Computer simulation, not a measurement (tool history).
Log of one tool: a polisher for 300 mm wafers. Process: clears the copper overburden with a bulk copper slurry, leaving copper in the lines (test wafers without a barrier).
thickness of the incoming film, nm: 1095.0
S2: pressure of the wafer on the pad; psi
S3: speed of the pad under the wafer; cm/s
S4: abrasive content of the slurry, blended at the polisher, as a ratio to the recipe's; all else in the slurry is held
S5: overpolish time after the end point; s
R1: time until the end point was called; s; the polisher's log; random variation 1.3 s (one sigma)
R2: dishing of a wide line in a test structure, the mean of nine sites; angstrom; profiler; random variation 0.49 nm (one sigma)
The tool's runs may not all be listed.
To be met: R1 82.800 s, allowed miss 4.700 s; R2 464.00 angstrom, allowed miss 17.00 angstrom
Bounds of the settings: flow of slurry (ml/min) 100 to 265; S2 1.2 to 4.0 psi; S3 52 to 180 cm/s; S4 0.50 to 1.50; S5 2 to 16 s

Run 1, hour 0.0: flow of slurry (ml/min) 170, S2 2.6 psi, S3 116 cm/s, S4 1.00, S5 8 s. Result: R1 118.040 s, R2 485.96 angstrom.
Run 2, hour 4.6: flow of slurry (ml/min) 170, S2 2.6 psi, S3 116 cm/s, S4 1.10, S5 8 s. Result: R1 116.140 s, R2 487.70 angstrom.
Run 3, hour 10.3: flow of slurry (ml/min) 175, S2 2.7 psi, S3 116 cm/s, S4 1.10, S5 8 s. Result: R1 112.770 s, R2 502.31 angstrom.
Run 4, hour 11.5: flow of slurry (ml/min) 175, S2 2.8 psi, S3 116 cm/s, S4 1.10, S5 8 s. Result: R1 109.770 s, R2 522.82 angstrom.
Run 5, hour 15.6: flow of slurry (ml/min) 175, S2 2.9 psi, S3 118 cm/s, S4 1.10, S5 8 s. Result: R1 101.200 s, R2 531.87 angstrom.
Run 6, hour 23.5: flow of slurry (ml/min) 175, S2 2.9 psi, S3 102 cm/s, S4 1.10, S5 8 s. Result: R1 114.730 s, R2 502.48 angstrom.
Run 7, hour 26.5: flow of slurry (ml/min) 175, S2 3.0 psi, S3 102 cm/s, S4 1.10, S5 8 s. Result: R1 109.670 s, R2 515.16 angstrom.
Run 8, hour 35.4: flow of slurry (ml/min) 175, S2 3.1 psi, S3 102 cm/s, S4 1.10, S5 8 s. Result: R1 108.360 s, R2 531.88 angstrom.
Run 9, hour 36.8: flow of slurry (ml/min) 180, S2 3.1 psi, S3 104 cm/s, S4 1.10, S5 8 s. Result: R1 105.160 s, R2 533.46 angstrom.
Run 10, hour 41.3: flow of slurry (ml/min) 185, S2 3.4 psi, S3 108 cm/s, S4 1.10, S5 6 s. Result: R1 94.715 s, R2 489.35 angstrom.

4 next moves are on the table. One of them brings every result within its allowed miss. Which?
Run A, hour 45.8: flow of slurry (ml/min) 205, S2 3.5 psi, S3 116 cm/s, S4 1.25, S5 5 s. Result: R1 ?, R2 ?.
Run B, hour 45.8: flow of slurry (ml/min) 200, S2 2.8 psi, S3 96 cm/s, S4 1.05, S5 9 s. Result: R1 ?, R2 ?.
Run C, hour 45.8: flow of slurry (ml/min) 200, S2 3.5 psi, S3 90 cm/s, S4 0.95, S5 8 s. Result: R1 ?, R2 ?.
Run D, hour 45.8: flow of slurry (ml/min) 185, S2 3.5 psi, S3 84 cm/s, S4 1.20, S5 6 s. Result: R1 ?, R2 ?.

move       R1      R2
   A   82.066  465.53
   B  121.490  522.45
   C  104.320  549.03
   D  105.070  443.37
A: meets every target
B: further off than the last run
C: further off than the last run
D: further off than the last run
Answer: A

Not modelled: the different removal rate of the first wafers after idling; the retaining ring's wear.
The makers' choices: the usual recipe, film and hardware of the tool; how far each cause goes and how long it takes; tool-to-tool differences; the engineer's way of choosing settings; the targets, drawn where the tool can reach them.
